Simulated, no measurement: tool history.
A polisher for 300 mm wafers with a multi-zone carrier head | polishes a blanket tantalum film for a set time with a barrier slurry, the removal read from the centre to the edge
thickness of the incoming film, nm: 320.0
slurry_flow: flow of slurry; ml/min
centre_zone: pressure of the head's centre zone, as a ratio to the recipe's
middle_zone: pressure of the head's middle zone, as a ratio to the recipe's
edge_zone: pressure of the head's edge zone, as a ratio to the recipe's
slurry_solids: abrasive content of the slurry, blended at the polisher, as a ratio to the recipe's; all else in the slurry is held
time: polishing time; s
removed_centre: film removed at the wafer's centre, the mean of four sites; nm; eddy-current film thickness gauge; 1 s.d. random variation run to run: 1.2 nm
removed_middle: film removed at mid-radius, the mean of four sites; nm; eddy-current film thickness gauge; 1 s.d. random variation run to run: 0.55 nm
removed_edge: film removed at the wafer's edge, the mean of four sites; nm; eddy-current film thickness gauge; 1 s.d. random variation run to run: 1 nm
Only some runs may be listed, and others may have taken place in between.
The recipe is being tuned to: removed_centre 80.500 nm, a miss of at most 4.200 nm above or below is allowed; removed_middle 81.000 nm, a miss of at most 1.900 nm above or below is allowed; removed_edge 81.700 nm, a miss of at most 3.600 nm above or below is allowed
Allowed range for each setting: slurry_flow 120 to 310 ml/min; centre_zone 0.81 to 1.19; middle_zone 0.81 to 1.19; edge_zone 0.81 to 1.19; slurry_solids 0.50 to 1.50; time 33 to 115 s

run	hour	slurry_flow	centre_zone	middle_zone	edge_zone	slurry_solids	time	removed_centre	removed_middle	removed_edge
1	0.0	200	1.00	1.00	1.00	1.00	73	105.800	110.400	108.320
2	6.7	220	1.00	1.00	1.00	1.00	73	110.870	111.110	111.110
3	9.9	220	1.00	1.00	1.00	1.15	73	114.570	115.730	114.530
4	18.5	210	1.00	0.98	0.98	1.05	72	109.340	109.960	108.480
5	25.5	210	1.00	0.98	0.98	1.15	72	111.730	109.300	109.900
6	26.6	210	1.00	0.98	0.98	1.15	84	130.440	129.610	131.460
7	35.4	205	0.99	0.96	0.96	1.05	82	120.540	121.510	120.560
8	38.2	200	0.98	0.94	0.95	1.00	80	118.500	115.250	115.430
9	41.5	190	0.96	0.93	0.95	0.90	78	108.080	108.450	112.050
10	45.0	185	0.96	0.92	0.93	0.85	76	102.960	102.570	104.400
11	52.0	180	0.95	0.91	0.92	0.80	75	100.970	98.932	102.930
12	60.2	175	0.94	0.91	0.91	0.75	74	96.385	95.055	98.331
13	64.1	170	0.93	0.91	0.90	0.70	73	92.782	91.061	95.242
14	71.0	170	0.92	0.92	0.89	0.65	72	87.856	88.968	90.300
15	78.4	170	0.92	0.92	0.88	0.65	72	88.549	90.910	91.669
16	80.2	170	0.92	0.92	0.87	0.65	71	89.002	88.934	91.897

Exactly one of the 5 candidate moves below puts every result within its allowed miss. Which one?
A	82.0	190	0.94	0.93	0.90	0.65	63	?	?	?
B	82.0	190	0.90	1.03	0.86	0.65	65	?	?	?
C	82.0	165	0.86	0.84	0.94	1.05	62	?	?	?
D	82.0	145	0.96	0.85	0.81	0.55	83	?	?	?
E	82.0	200	1.19	1.14	0.81	0.75	61	?	?	?

move	removed_centre	removed_middle	removed_edge
A	79.669	80.182	82.756
B	79.106	90.172	83.877
C	78.716	79.133	90.863
D	98.281	90.583	98.190
E	99.697	95.892	79.928
A: each result inside its tolerance
B: lands further from the targets than the last run did
C: meets the target for the result that was furthest off, but another lies outside its allowed miss
D: lands further from the targets than the last run did
E: lands further from the targets than the last run did
Go with A: it meets all targets.
